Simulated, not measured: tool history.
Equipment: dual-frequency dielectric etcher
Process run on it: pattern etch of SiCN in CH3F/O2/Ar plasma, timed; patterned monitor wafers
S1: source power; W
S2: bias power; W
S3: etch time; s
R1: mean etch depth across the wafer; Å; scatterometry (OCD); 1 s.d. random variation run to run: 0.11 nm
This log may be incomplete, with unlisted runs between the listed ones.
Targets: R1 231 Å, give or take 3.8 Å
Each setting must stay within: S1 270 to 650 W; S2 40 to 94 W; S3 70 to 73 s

| run | hour | S1 | S2 | S3 | R1 |
|---|---|---|---|---|---|
| 1 | 0 | 460 | 67 | 70 | 283.55 |
| 2 | 3.9 | 410 | 64 | 70 | 264.89 |
| 3 | 11 | 350 | 64 | 70 | 248.19 |
| 4 | 14 | 330 | 64 | 70 | 240.91 |
| 5 | 21.4 | 330 | 52 | 70 | 213.77 |
| 6 | 25 | 350 | 52 | 70 | 218.34 |
| 7 | 31.4 | 360 | 52 | 70 | 220.56 |
| 8 | 34.9 | 360 | 52 | 70 | 221.61 |
| 9 | 41.8 | 410 | 53 | 70 | 235.95 |

4 next moves are on the table. One of them brings every result within its allowed miss. Which?
| A | 48.7 | 370 | 57 | 71.5 | ? |
| B | 48.7 | 390 | 56 | 70 | ? |
| C | 48.7 | 400 | 55 | 70 | ? |
| D | 48.7 | 500 | 45 | 70 | ? |

| move | R1 |
|---|---|
| A | 242.16 |
| B | 239.54 |
| C | 239.39 |
| D | 231.95 |
A: its largest miss is bigger than the last run's
B: its largest miss is bigger than the last run's
C: its largest miss is bigger than the last run's
D: each result inside its tolerance
D is the move that brings every result within its allowed miss.
